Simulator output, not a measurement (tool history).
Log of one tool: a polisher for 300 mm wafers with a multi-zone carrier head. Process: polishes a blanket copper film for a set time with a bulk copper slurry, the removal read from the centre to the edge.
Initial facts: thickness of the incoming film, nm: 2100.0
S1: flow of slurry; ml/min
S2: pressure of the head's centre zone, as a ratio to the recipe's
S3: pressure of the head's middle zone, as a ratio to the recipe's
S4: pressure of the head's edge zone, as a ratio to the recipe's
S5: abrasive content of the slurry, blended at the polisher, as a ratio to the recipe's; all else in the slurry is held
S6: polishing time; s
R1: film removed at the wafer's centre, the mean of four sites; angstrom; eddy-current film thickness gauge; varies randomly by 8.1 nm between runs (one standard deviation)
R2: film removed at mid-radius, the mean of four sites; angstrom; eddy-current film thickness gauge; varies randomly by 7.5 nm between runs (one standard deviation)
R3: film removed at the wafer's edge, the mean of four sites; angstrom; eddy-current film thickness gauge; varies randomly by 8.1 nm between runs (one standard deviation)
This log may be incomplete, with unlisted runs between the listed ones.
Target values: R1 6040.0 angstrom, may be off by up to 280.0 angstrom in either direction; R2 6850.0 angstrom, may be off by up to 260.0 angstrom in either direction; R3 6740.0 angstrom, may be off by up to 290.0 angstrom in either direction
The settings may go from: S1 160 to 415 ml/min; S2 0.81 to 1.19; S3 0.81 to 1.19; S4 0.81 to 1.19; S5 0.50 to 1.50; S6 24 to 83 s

| run | hour | S1 | S2 | S3 | S4 | S5 | S6 | R1 | R2 | R3 |
|---|---|---|---|---|---|---|---|---|---|---|
| 1 | 0.0 | 265 | 1.00 | 1.00 | 1.00 | 1.00 | 53 | 4542.9 | 4614.7 | 4688.6 |
| 2 | 2.7 | 265 | 0.99 | 1.03 | 1.03 | 1.15 | 56 | 4985.4 | 5098.8 | 5203.9 |
| 3 | 6.9 | 265 | 0.99 | 1.03 | 1.03 | 1.00 | 56 | 4761.6 | 4974.1 | 4915.9 |
| 4 | 8.9 | 265 | 0.99 | 1.03 | 0.98 | 1.00 | 56 | 4890.1 | 4898.0 | 4825.4 |
| 5 | 11.2 | 300 | 0.99 | 1.03 | 0.98 | 1.00 | 56 | 5023.1 | 5037.1 | 4938.3 |
| 6 | 12.3 | 310 | 0.97 | 1.06 | 1.02 | 1.15 | 58 | 5095.4 | 5547.4 | 5363.5 |
| 7 | 20.7 | 315 | 0.98 | 1.07 | 1.05 | 1.25 | 60 | 5633.1 | 5896.6 | 5751.1 |
| 8 | 29.6 | 315 | 0.96 | 1.08 | 1.07 | 1.35 | 61 | 5560.2 | 6054.5 | 6054.3 |
| 9 | 34.1 | 315 | 0.96 | 1.10 | 1.09 | 1.40 | 62 | 5785.1 | 6269.0 | 6247.4 |
| 10 | 37.1 | 320 | 0.95 | 1.11 | 1.10 | 1.45 | 63 | 5984.6 | 6478.9 | 6327.0 |
| 11 | 45.6 | 325 | 0.94 | 1.11 | 1.11 | 1.45 | 64 | 5910.6 | 6629.0 | 6761.3 |

Next run, 4 choices. One meets every target within its allowed miss, the rest don't. Which?
| A | 54.1 | 315 | 0.94 | 1.13 | 1.11 | 1.30 | 67 | ? | ? | ? |
| B | 54.1 | 325 | 0.92 | 0.98 | 1.16 | 1.45 | 66 | ? | ? | ? |
| C | 54.1 | 315 | 1.02 | 0.96 | 1.08 | 1.50 | 64 | ? | ? | ? |
| D | 54.1 | 355 | 0.92 | 1.00 | 1.19 | 1.30 | 64 | ? | ? | ? |

| move | R1 | R2 | R3 |
|---|---|---|---|
| A | 5932.6 | 6850.0 | 6723.8 |
| B | 5892.0 | 6331.7 | 6979.5 |
| C | 6327.6 | 6088.7 | 6564.6 |
| D | 5617.3 | 6108.7 | 6723.3 |
A: every result within its allowed miss
B: moves away from the targets compared with the last run
C: moves away from the targets compared with the last run
D: moves away from the targets compared with the last run
Correct choice: A, which meets every target

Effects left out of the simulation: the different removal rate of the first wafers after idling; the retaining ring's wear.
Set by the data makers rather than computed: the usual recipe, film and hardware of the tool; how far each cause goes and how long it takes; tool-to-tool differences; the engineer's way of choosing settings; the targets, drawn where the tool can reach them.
